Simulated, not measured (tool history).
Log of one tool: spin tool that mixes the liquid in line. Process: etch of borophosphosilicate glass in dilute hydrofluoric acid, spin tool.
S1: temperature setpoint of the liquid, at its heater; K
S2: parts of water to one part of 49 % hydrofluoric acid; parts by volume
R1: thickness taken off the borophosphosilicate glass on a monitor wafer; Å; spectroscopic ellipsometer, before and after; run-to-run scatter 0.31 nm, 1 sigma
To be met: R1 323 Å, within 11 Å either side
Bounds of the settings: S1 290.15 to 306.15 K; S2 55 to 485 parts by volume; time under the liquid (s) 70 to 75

Run 1, hour 0: S1 298.15 K, S2 270 parts by volume, time under the liquid (s) 70. Result: R1 160.92 Å.
Run 2, hour 4.8: S1 298.15 K, S2 215 parts by volume, time under the liquid (s) 70. Result: R1 207.87 Å.
Run 3, hour 12.3: S1 298.15 K, S2 295 parts by volume, time under the liquid (s) 70. Result: R1 140.74 Å.
Run 4, hour 18.7: S1 296.15 K, S2 295 parts by volume, time under the liquid (s) 70. Result: R1 129.74 Å.
Run 5, hour 21.4: S1 296.15 K, S2 205 parts by volume, time under the liquid (s) 70. Result: R1 204.73 Å.
Run 6, hour 24.5: S1 296.15 K, S2 290 parts by volume, time under the liquid (s) 70. Result: R1 132.99 Å.
Run 7, hour 25.4: S1 300.15 K, S2 180 parts by volume, time under the liquid (s) 70. Result: R1 275.93 Å.
Run 8, hour 27.9: S1 301.15 K, S2 180 parts by volume, time under the liquid (s) 70. Result: R1 288.38 Å.
Run 9, hour 31.2: S1 301.65 K, S2 180 parts by volume, time under the liquid (s) 70. Result: R1 301.89 Å.
Run 10, hour 33.1: S1 302.15 K, S2 180 parts by volume, time under the liquid (s) 70. Result: R1 295.5 Å.
Run 11, hour 39.6: S1 305.15 K, S2 170 parts by volume, time under the liquid (s) 70. Result: R1 359.33 Å.

Of the 5 settings listed for the next run, only one would bring every result within its allowed miss of target. Which one?
Run A, hour 46.1: S1 306.15 K, S2 190 parts by volume, time under the liquid (s) 75. Result: R1 ?.
Run B, hour 46.1: S1 305.15 K, S2 185 parts by volume, time under the liquid (s) 70. Result: R1 ?.
Run C, hour 46.1: S1 304.65 K, S2 195 parts by volume, time under the liquid (s) 70. Result: R1 ?.
Run D, hour 46.1: S1 303.15 K, S2 200 parts by volume, time under the liquid (s) 75. Result: R1 ?.
Run E, hour 46.1: S1 305.65 K, S2 205 parts by volume, time under the liquid (s) 70. Result: R1 ?.

move      R1
   A  343.31
   B   320.2
   C  294.81
   D  290.69
   E  286.38
A: gains on the last run, yet a result remains outside its allowed miss
B: each result inside its tolerance
C: pushes the last run's worst result past its target
D: pushes the last run's worst result past its target
E: pushes the last run's worst result past its target
Correct choice: B, which meets every target

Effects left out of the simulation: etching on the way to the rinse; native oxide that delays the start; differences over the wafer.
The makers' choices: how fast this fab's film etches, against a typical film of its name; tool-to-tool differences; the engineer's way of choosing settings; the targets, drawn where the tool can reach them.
